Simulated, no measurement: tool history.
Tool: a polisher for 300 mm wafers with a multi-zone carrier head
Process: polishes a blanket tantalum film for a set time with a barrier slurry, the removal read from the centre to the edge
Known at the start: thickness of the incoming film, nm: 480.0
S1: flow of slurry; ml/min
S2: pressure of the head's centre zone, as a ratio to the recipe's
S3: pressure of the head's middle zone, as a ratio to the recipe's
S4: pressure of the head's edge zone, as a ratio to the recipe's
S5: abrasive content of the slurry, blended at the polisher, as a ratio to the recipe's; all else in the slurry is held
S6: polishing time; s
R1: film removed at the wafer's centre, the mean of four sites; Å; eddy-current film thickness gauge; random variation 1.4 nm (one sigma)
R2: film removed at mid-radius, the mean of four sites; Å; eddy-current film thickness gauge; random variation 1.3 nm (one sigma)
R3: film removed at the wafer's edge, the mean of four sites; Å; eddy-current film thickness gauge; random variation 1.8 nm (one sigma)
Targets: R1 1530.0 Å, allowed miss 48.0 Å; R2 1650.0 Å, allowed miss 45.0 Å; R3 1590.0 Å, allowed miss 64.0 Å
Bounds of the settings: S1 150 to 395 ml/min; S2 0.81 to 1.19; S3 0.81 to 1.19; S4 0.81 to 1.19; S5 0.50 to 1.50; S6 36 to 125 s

run  hour   S1    S2    S3    S4    S5  S6      R1      R2      R3
  1   0.0  250  1.00  1.00  1.00  1.00  80  1272.5  1241.6  1270.6
  2   8.4  260  1.01  1.04  1.04  1.10  80  1351.5  1333.9  1328.6
  3  11.4  265  1.00  1.06  1.07  1.20  81  1378.0  1415.1  1385.0
  4  12.4  265  1.08  1.06  1.07  1.20  81  1516.8  1412.6  1406.9
  5  18.4  270  1.06  1.07  1.10  1.25  81  1484.1  1458.2  1425.3
  6  25.6  270  1.06  1.02  1.10  1.25  81  1493.4  1381.2  1465.7
  7  29.5  280  1.05  1.04  1.12  1.30  81  1505.9  1424.9  1492.9
  8  30.2  290  1.04  1.06  1.14  1.35  81  1500.6  1486.9  1533.0
  9  32.0  300  1.04  1.08  1.15  1.35  81  1508.8  1510.4  1550.0
 10  32.5  305  1.04  1.10  1.15  1.35  81  1508.9  1544.3  1534.5
 11  39.4  310  1.04  1.11  1.16  1.35  81  1535.6  1554.1  1560.3
 12  44.1  315  1.03  1.12  1.16  1.35  81  1520.6  1570.6  1560.2
 13  45.8  320  1.03  1.13  1.16  1.35  81  1541.7  1585.6  1530.1
 14  52.8  320  1.02  1.13  1.17  1.35  81  1490.3  1576.7  1583.7

5 next moves are on the table. One of them brings every result within its allowed miss. Which?
  A  59.8  370  1.04  1.18  1.19  1.45  79   ?   ?   ?
  B  59.8  210  0.94  1.19  1.19  1.25  88   ?   ?   ?
  C  59.8  345  0.94  1.18  1.14  1.25  83   ?   ?   ?
  D  59.8  360  1.02  1.08  1.17  1.35  81   ?   ?   ?
  E  59.8  240  0.92  1.14  1.15  1.40  85   ?   ?   ?

move      R1      R2      R3
   A  1527.7  1654.1  1588.1
   B  1385.3  1683.7  1625.8
   C  1382.6  1659.4  1559.1
   D  1502.8  1539.3  1583.4
   E  1375.9  1644.7  1613.4
A: meets every target
B: brings the result that was furthest off to its target, and leaves another outside
C: brings the result that was furthest off to its target, and leaves another outside
D: further off than the last run
E: brings the result that was furthest off to its target, and leaves another outside
Move A is the one to make.

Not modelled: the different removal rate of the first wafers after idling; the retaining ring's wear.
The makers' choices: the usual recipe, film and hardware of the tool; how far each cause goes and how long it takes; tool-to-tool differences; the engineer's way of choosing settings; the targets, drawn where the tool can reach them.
